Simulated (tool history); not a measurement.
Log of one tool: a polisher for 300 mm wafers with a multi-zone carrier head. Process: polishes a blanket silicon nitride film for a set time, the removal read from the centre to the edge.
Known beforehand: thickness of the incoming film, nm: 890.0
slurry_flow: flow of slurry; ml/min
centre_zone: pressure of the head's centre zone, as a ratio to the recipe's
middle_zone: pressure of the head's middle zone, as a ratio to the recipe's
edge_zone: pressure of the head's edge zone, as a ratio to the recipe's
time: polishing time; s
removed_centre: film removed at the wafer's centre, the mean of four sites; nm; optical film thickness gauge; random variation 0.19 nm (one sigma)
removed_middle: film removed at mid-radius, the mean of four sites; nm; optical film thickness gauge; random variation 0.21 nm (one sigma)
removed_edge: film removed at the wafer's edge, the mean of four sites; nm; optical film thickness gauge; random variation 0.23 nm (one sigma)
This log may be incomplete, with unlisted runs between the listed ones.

run  hour  slurry_flow  centre_zone  middle_zone  edge_zone  time  removed_centre  removed_middle  removed_edge
  1   0.0          260         1.00         1.00       1.00    36          53.409          52.995        53.402
  2   1.8          310         1.00         1.00       1.00    36          54.842          54.437        54.083
  3  10.7          270         0.96         0.95       0.95    31          43.896          44.330        45.193
  4  17.6          270         0.96         0.95       0.95    25          35.768          35.897        36.406
  5  19.0          270         0.99         0.95       0.95    25          36.671          35.503        36.229
  6  20.1          270         0.99         0.95       0.95    28          41.709          40.359        40.454
  7  26.7          245         0.97         0.92       0.95    25          35.170          34.812        36.216
  8  33.0          235         0.96         0.89       0.95    23          32.489          31.172        33.503
  9  33.6          225         0.94         0.87       0.95    21          28.466          27.643        30.422
 10  34.4          220         0.93         0.86       0.94    20          26.694          26.014        28.685
 11  37.2          210         0.92         0.85       0.93    20          26.201          25.450        28.474
 12  45.5          200         0.91         0.84       0.92    20          25.678          25.431        27.714
 13  49.9          195         0.91         0.83       0.93    20          25.808          24.924        28.663
 14  55.7          190         0.90         0.82       0.92    20          25.457          24.595        28.042
 15  62.5          185         0.90         0.82       0.92    20          25.023          24.295        27.890
 16  68.5          180         0.90         0.82       0.91    20          24.877          24.113        27.113
 17  71.7          180         0.90         0.82       0.91    20          24.987          24.086        27.271
 18  73.3          180         0.90         0.82       0.91    20          25.211          24.714        27.683

Run 19 comes next. What will it give?
 19  81.3          165         0.90         0.81       0.93    18               ?               ?             ?

{"run 19": {"removed_centre": 22.016, "removed_middle": 21.318, "removed_edge": 24.765}}
